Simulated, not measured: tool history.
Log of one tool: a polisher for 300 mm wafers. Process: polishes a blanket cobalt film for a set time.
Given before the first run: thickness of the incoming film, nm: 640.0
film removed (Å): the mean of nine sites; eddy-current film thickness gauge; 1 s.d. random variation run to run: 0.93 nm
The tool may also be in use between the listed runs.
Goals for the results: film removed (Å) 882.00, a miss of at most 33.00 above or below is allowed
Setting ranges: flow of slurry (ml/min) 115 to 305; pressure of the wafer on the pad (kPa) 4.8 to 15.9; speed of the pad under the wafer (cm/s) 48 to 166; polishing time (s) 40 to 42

| run | day | flow of slurry (ml/min) | pressure of the wafer on the pad (kPa) | speed of the pad under the wafer (cm/s) | polishing time (s) | film removed (Å) |
|---|---|---|---|---|---|---|
| 1 | 0.000 | 195 | 10.3 | 106 | 40 | 1341.50 |
| 2 | 0.354 | 195 | 9.7 | 106 | 40 | 1259.60 |
| 3 | 0.575 | 195 | 9.7 | 106 | 42 | 1343.30 |
| 4 | 0.821 | 195 | 9.7 | 128 | 42 | 1568.90 |
| 5 | 1.129 | 240 | 9.7 | 128 | 42 | 1617.40 |
| 6 | 1.279 | 240 | 9.0 | 124 | 42 | 1449.60 |
|  | 1.467 | worn pad replaced by a new one |
| 7 | 1.467 | 240 | 8.3 | 122 | 42 | 1496.10 |
| 8 | 1.721 | 240 | 7.6 | 112 | 42 | 1282.40 |
| 9 | 1.908 | 240 | 6.9 | 108 | 42 | 1129.90 |
| 10 | 2.058 | 235 | 6.2 | 106 | 42 | 1000.70 |
| 11 | 2.092 | 225 | 6.2 | 106 | 42 | 981.93 |
| 12 | 2.125 | 220 | 6.2 | 106 | 42 | 977.67 |
| 13 | 2.250 | 210 | 4.8 | 106 | 42 | 775.75 |
| 14 | 2.508 | 215 | 4.8 | 106 | 42 | 771.71 |

Exercise: of the 5 proposed moves below, exactly one satisfies all targets within the stated allowed misses. Which move is it?
| A | 2.767 | 175 | 5.5 | 88 | 42 | ? |
| B | 2.767 | 245 | 6.2 | 102 | 42 | ? |
| C | 2.767 | 205 | 6.2 | 100 | 40 | ? |
| D | 2.767 | 210 | 6.9 | 96 | 41 | ? |
| E | 2.767 | 265 | 5.5 | 80 | 42 | ? |

| move | film removed (Å) |
|---|---|
| A | 733.27 |
| B | 974.63 |
| C | 896.54 |
| D | 978.81 |
| E | 693.99 |
A: its largest miss is bigger than the last run's
B: moves the result that the last run missed by most past its target, out the other side
C: all results land within tolerance of their targets
D: moves the result that the last run missed by most past its target, out the other side
E: its largest miss is bigger than the last run's
Answer: C
